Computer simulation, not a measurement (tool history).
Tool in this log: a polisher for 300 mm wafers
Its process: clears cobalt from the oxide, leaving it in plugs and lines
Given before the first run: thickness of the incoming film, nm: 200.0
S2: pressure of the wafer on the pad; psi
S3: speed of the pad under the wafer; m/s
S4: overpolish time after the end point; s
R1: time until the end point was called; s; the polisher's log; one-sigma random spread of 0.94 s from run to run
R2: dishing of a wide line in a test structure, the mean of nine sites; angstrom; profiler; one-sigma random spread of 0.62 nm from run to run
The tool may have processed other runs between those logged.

run 1 hour=0.0 | flow_of_slurry_(ml/min)=315 S2=2.0 S3=0.98 S4=23 | R1=56.348 R2=571.23
run 2 hour=5.1 | flow_of_slurry_(ml/min)=315 S2=2.0 S3=0.84 S4=23 | R1=62.288 R2=543.21
run 3 hour=7.2 | flow_of_slurry_(ml/min)=265 S2=2.0 S3=0.84 S4=23 | R1=63.103 R2=544.33
run 4 hour=10.4 | flow_of_slurry_(ml/min)=220 S2=2.0 S3=0.84 S4=23 | R1=64.084 R2=534.58
run 5 hour=15.9 | flow_of_slurry_(ml/min)=220 S2=2.0 S3=0.84 S4=26 | R1=63.610 R2=572.89
run 6 hour=16.6 | flow_of_slurry_(ml/min)=275 S2=2.0 S3=0.84 S4=26 | R1=61.554 R2=575.47
run 7 hour=23.0 | flow_of_slurry_(ml/min)=275 S2=2.1 S3=0.84 S4=20 | R1=60.520 R2=503.91
run 8 hour=30.4 | flow_of_slurry_(ml/min)=275 S2=2.3 S3=0.84 S4=10 | R1=54.678 R2=329.45
run 9 hour=31.5 | flow_of_slurry_(ml/min)=275 S2=2.2 S3=0.86 S4=12 | R1=55.476 R2=366.74
run 10 hour=37.9 | flow_of_slurry_(ml/min)=275 S2=2.0 S3=0.92 S4=17 | R1=57.930 R2=456.47

For run 11, what comes out?
run 11 hour=46.1 | flow_of_slurry_(ml/min)=275 S2=2.1 S3=0.90 S4=16 | R1=? R2=?

{"run 11": {"R1": 55.3, "R2": 452.72}}
